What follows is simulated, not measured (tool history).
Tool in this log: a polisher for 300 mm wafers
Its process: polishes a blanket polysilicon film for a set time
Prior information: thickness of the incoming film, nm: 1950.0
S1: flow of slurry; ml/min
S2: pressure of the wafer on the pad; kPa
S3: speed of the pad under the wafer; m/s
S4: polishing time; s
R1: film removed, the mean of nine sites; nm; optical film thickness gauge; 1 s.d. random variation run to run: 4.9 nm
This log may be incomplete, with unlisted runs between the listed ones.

run 1 hour=0.0 | S1=195 S2=23.4 S3=1.26 S4=78 | R1=1159.90
run 2 hour=6.4 | S1=190 S2=20.7 S3=1.26 S4=78 | R1=1034.60
run 3 hour=15.3 | S1=185 S2=18.6 S3=1.26 S4=78 | R1=945.23
run 4 hour=23.1 | S1=180 S2=17.2 S3=1.26 S4=78 | R1=872.58
run 5 hour=26.7 | S1=175 S2=16.5 S3=1.26 S4=78 | R1=832.18
run 6 hour=27.8 | S1=175 S2=16.5 S3=1.40 S4=78 | R1=920.97
run 7 hour=29.9 | S1=165 S2=15.2 S3=1.40 S4=78 | R1=839.20
run 8 hour=34.2 | S1=155 S2=14.5 S3=1.40 S4=78 | R1=801.89

The next listed run, before its measurement:
run 9 hour=42.9 | S1=145 S2=14.5 S3=1.40 S4=78 | R1=?

Run 9 came out at R1 798.04 nm.
